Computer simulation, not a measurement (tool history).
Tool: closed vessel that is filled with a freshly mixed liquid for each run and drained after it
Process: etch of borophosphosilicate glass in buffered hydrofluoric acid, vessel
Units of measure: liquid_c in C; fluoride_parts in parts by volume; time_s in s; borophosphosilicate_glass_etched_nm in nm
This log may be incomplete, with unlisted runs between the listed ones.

run	hour	liquid_c	fluoride_parts	time_s	borophosphosilicate_glass_etched_nm
1	0.0	21.0	17.5	95	149.61
2	1.3	22.0	17.5	95	160.09
3	9.0	22.0	17.5	100	166.10
4	18.0	19.5	17.5	100	143.68
5	24.1	18.5	17.5	100	136.56
6	29.1	19.5	17.5	100	142.63
7	34.0	20.5	17.5	100	152.54

Run 8 comes next. What will it give?
8	38.2	21.0	17.5	100	?

Run 8 produced borophosphosilicate_glass_etched_nm 154.42 nm.
